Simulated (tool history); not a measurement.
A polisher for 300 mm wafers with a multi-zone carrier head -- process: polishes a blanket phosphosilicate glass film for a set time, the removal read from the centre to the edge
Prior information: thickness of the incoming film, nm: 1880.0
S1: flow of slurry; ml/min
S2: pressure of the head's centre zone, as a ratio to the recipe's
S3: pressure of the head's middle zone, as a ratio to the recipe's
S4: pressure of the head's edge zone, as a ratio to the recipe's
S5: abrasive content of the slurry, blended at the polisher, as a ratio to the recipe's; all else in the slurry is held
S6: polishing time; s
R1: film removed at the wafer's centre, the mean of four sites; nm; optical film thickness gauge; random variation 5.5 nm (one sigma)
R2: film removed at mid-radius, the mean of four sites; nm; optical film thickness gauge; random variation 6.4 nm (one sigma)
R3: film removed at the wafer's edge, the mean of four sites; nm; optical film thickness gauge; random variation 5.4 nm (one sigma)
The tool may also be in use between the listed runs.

| run | hour | S1 | S2 | S3 | S4 | S5 | S6 | R1 | R2 | R3 |
|---|---|---|---|---|---|---|---|---|---|---|
| 1 | 0.0 | 125 | 1.00 | 1.00 | 1.00 | 1.00 | 53 | 253.07 | 258.70 | 259.83 |
| 2 | 3.2 | 125 | 1.00 | 1.00 | 0.96 | 1.00 | 53 | 256.42 | 261.54 | 263.42 |
| 3 | 10.4 | 100 | 1.00 | 1.00 | 0.96 | 1.00 | 53 | 246.53 | 254.18 | 249.55 |
| 4 | 16.1 | 100 | 1.00 | 1.00 | 0.96 | 1.00 | 41 | 191.84 | 191.36 | 196.50 |
| 5 | 21.5 | 110 | 0.99 | 1.02 | 0.96 | 1.10 | 44 | 211.43 | 219.76 | 216.21 |
| 6 | 29.3 | 115 | 0.98 | 1.03 | 0.97 | 1.15 | 47 | 230.44 | 235.74 | 240.49 |
| 7 | 33.4 | 120 | 0.97 | 1.06 | 0.95 | 1.20 | 50 | 253.34 | 268.85 | 260.99 |
| 8 | 37.0 | 125 | 0.96 | 1.08 | 0.95 | 1.25 | 52 | 258.63 | 287.53 | 276.32 |

Run 9, settings as shown, results not yet in. Your forecast:
| 9 | 42.0 | 130 | 0.96 | 1.10 | 0.95 | 1.30 | 54 | ? | ? | ? |

R1: 273.04 nm
R2: 309.28 nm
R3: 296.39 nm

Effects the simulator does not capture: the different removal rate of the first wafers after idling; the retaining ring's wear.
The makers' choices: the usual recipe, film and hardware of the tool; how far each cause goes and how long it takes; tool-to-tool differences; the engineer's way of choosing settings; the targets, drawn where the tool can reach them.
